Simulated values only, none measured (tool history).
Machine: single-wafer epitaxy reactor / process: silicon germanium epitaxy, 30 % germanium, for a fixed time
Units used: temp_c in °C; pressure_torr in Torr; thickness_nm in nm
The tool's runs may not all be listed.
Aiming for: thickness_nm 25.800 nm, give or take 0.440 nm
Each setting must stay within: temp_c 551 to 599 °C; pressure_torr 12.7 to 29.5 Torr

Run 1, hour 0.0: temp_c 575 °C, pressure_torr 21.1 Torr. Result: thickness_nm 38.459 nm.
Run 2, hour 5.7: temp_c 571 °C, pressure_torr 21.1 Torr. Result: thickness_nm 35.577 nm.
Run 3, hour 13.9: temp_c 568 °C, pressure_torr 21.1 Torr. Result: thickness_nm 33.636 nm.
Run 4, hour 14.8: temp_c 565 °C, pressure_torr 21.1 Torr. Result: thickness_nm 31.686 nm.
Run 5, hour 19.6: temp_c 565 °C, pressure_torr 23.3 Torr. Result: thickness_nm 32.907 nm.
Run 6, hour 21.5: temp_c 563 °C, pressure_torr 23.3 Torr. Result: thickness_nm 31.541 nm.
Run 7, hour 27.5: temp_c 561 °C, pressure_torr 23.3 Torr. Result: thickness_nm 30.281 nm.
Run 8, hour 28.6: temp_c 551 °C, pressure_torr 23.2 Torr. Result: thickness_nm 24.871 nm.
Run 9, hour 33.6: temp_c 552 °C, pressure_torr 23.2 Torr. Result: thickness_nm 25.270 nm.

Exercise: of the 4 proposed moves below, exactly one satisfies all targets within the stated allowed misses. Which move is it?
Run A, hour 38.6: temp_c 557 °C, pressure_torr 16.2 Torr. Result: thickness_nm ?.
Run B, hour 38.6: temp_c 551 °C, pressure_torr 23.5 Torr. Result: thickness_nm ?.
Run C, hour 38.6: temp_c 551 °C, pressure_torr 22.5 Torr. Result: thickness_nm ?.
Run D, hour 38.6: temp_c 555 °C, pressure_torr 21.1 Torr. Result: thickness_nm ?.

move  thickness_nm
   A        24.738
   B        25.063
   C        24.667
   D        26.127
A: its largest miss is bigger than the last run's
B: its largest miss is bigger than the last run's
C: its largest miss is bigger than the last run's
D: each result inside its tolerance
Go with D: it meets all targets.
